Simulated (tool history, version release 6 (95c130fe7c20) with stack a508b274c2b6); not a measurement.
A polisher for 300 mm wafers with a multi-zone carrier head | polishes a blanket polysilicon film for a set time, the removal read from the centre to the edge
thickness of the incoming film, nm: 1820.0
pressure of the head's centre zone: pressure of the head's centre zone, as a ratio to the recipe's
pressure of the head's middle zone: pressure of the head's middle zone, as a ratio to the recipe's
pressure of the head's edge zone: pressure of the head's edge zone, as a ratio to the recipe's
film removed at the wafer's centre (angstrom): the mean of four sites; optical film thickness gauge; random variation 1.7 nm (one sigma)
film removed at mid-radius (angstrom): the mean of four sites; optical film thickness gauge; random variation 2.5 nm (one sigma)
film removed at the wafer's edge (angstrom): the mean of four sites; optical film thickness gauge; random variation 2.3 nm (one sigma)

run	day	flow of slurry (ml/min)	pressure of the head's centre zone	pressure of the head's middle zone	pressure of the head's edge zone	polishing time (s)	film removed at the wafer's centre (angstrom)	film removed at mid-radius (angstrom)	film removed at the wafer's edge (angstrom)
1	0	220	1	1	1	37	2372.3	2098.9	2092.5
2	0.142	220	1	1	1.08	37	2321	2090.4	2218.6
3	0.242	220	1	1	1.12	37	2337.6	2114.4	2257.1
4	0.546	170	1	1	1.12	37	2221.1	2045.7	2177.6
5	0.671	170	1.06	1	1.12	37	2352.4	1999.8	2147
# day 0.742: centre zone pressure recalibrated
6	0.742	200	1.06	1	1.12	37	2203.8	2070.7	2239.2

Run 7 has not been measured yet. What should we expect?
7	0.988	205	1.03	1	1.1	38	?	?	?

For run 7 the tool returned film removed at the wafer's centre (angstrom) 2191.1, film removed at mid-radius (angstrom) 2125.7, film removed at the wafer's edge (angstrom) 2271.3.
